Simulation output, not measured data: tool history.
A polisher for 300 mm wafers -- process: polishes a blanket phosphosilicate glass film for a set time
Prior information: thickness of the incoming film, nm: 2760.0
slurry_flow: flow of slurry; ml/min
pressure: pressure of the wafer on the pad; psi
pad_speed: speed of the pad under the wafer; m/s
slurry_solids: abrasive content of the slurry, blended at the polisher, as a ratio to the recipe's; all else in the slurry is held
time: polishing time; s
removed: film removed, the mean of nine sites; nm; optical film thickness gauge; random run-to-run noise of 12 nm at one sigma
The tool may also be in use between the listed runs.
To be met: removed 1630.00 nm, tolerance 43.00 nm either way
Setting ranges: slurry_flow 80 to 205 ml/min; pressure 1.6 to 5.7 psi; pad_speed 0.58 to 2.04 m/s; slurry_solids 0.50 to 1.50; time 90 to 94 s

Run 1, hour 0.0: slurry_flow 135 ml/min, pressure 3.6 psi, pad_speed 1.30 m/s, slurry_solids 1.00, time 90 s. Result: removed 1033.20 nm.
Run 2, hour 5.0: slurry_flow 135 ml/min, pressure 3.6 psi, pad_speed 1.30 m/s, slurry_solids 0.80, time 90 s. Result: removed 962.73 nm.
Run 3, hour 6.5: slurry_flow 160 ml/min, pressure 3.6 psi, pad_speed 1.30 m/s, slurry_solids 0.80, time 90 s. Result: removed 995.51 nm.
Run 4, hour 15.1: slurry_flow 160 ml/min, pressure 3.6 psi, pad_speed 1.18 m/s, slurry_solids 0.80, time 90 s. Result: removed 933.77 nm.
Run 5, hour 21.6: slurry_flow 160 ml/min, pressure 3.6 psi, pad_speed 1.02 m/s, slurry_solids 0.80, time 90 s. Result: removed 813.34 nm.
Run 6, hour 24.8: slurry_flow 160 ml/min, pressure 3.6 psi, pad_speed 0.78 m/s, slurry_solids 0.80, time 90 s. Result: removed 667.36 nm.
Run 7, hour 28.8: slurry_flow 165 ml/min, pressure 4.0 psi, pad_speed 0.84 m/s, slurry_solids 0.80, time 90 s. Result: removed 780.50 nm.
Run 8, hour 31.7: slurry_flow 170 ml/min, pressure 4.4 psi, pad_speed 0.92 m/s, slurry_solids 0.80, time 90 s. Result: removed 928.49 nm.
Run 9, hour 38.2: slurry_flow 175 ml/min, pressure 4.7 psi, pad_speed 0.98 m/s, slurry_solids 0.80, time 90 s. Result: removed 1045.00 nm.
Run 10, hour 41.8: slurry_flow 180 ml/min, pressure 4.9 psi, pad_speed 1.04 m/s, slurry_solids 0.80, time 90 s. Result: removed 1144.50 nm.
Run 11, hour 43.1: slurry_flow 180 ml/min, pressure 4.9 psi, pad_speed 1.04 m/s, slurry_solids 0.80, time 90 s. Result: removed 1149.20 nm.
Run 12, hour 51.4: slurry_flow 180 ml/min, pressure 5.1 psi, pad_speed 1.08 m/s, slurry_solids 0.80, time 90 s. Result: removed 1242.00 nm.
Run 13, hour 55.9: slurry_flow 180 ml/min, pressure 5.2 psi, pad_speed 1.12 m/s, slurry_solids 0.80, time 90 s. Result: removed 1295.80 nm.
At hour 62.9: worn pad replaced by a new one.
Run 14, hour 62.9: slurry_flow 180 ml/min, pressure 5.3 psi, pad_speed 1.14 m/s, slurry_solids 0.80, time 90 s. Result: removed 1469.30 nm.
Run 15, hour 71.9: slurry_flow 180 ml/min, pressure 5.4 psi, pad_speed 1.14 m/s, slurry_solids 0.80, time 90 s. Result: removed 1492.80 nm.
Run 16, hour 75.7: slurry_flow 175 ml/min, pressure 5.4 psi, pad_speed 1.14 m/s, slurry_solids 0.80, time 90 s. Result: removed 1501.30 nm.
Run 17, hour 83.0: slurry_flow 180 ml/min, pressure 5.7 psi, pad_speed 1.14 m/s, slurry_solids 0.80, time 90 s. Result: removed 1552.80 nm.

Next run, 5 choices. One meets every target within its allowed miss, the rest don't. Which?
Run A, hour 90.3: slurry_flow 165 ml/min, pressure 5.5 psi, pad_speed 0.96 m/s, slurry_solids 0.90, time 94 s. Result: removed ?.
Run B, hour 90.3: slurry_flow 185 ml/min, pressure 5.3 psi, pad_speed 1.06 m/s, slurry_solids 0.80, time 94 s. Result: removed ?.
Run C, hour 90.3: slurry_flow 190 ml/min, pressure 5.5 psi, pad_speed 1.16 m/s, slurry_solids 0.75, time 91 s. Result: removed ?.
Run D, hour 90.3: slurry_flow 175 ml/min, pressure 5.6 psi, pad_speed 1.14 m/s, slurry_solids 0.75, time 92 s. Result: removed ?.
Run E, hour 90.3: slurry_flow 165 ml/min, pressure 5.6 psi, pad_speed 1.20 m/s, slurry_solids 0.85, time 90 s. Result: removed ?.

move  removed
   A  1422.20
   B  1448.90
   C  1533.50
   D  1537.50
   E  1623.60
A: lands further from the targets than the last run did
B: lands further from the targets than the last run did
C: lands further from the targets than the last run did
D: lands further from the targets than the last run did
E: all results in spec
E meets every target.
